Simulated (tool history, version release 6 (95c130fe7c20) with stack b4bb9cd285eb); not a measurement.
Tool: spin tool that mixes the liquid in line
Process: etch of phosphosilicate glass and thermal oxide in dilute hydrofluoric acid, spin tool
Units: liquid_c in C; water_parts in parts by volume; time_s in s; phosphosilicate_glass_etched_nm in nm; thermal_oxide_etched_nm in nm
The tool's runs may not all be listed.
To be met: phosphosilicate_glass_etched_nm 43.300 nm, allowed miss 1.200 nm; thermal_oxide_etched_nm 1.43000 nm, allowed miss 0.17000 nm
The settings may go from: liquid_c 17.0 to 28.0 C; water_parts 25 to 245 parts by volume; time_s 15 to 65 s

run,hour,liquid_c,water_parts,time_s,phosphosilicate_glass_etched_nm,thermal_oxide_etched_nm
1,0.0,20.0,135,35,33.813,1.12670
2,8.3,20.0,160,35,27.954,0.95251
3,15.3,20.0,115,35,40.798,1.27450
4,16.0,20.0,80,35,60.863,1.85670
5,19.7,19.5,85,35,55.969,1.90900
6,28.6,19.5,55,35,89.743,2.85890
7,34.2,19.5,70,35,69.021,2.30150
8,42.0,19.5,80,35,60.035,2.12550
9,44.5,19.5,90,35,52.387,1.72070
10,49.0,19.0,90,35,51.234,1.67330
11,55.3,18.5,90,35,50.450,1.63120
12,59.2,18.5,90,35,50.319,1.61890
13,63.6,18.5,90,35,50.911,1.62270
14,69.3,18.5,95,35,48.334,1.48600
15,70.2,18.5,100,35,44.958,1.52180
16,74.3,18.5,100,35,45.110,1.47030

Which of these 4 next moves meets every target?
A,78.4,19.5,115,40,?,?
B,78.4,17.5,90,35,?,?
C,78.4,17.5,125,50,?,?
D,78.4,19.0,105,35,?,?

move,phosphosilicate_glass_etched_nm,thermal_oxide_etched_nm
A,46.130,1.49960
B,48.752,1.58490
C,48.352,1.57190
D,43.779,1.42320
A: further off than the last run
B: further off than the last run
C: further off than the last run
D: meets every target
Move D is the one to make.
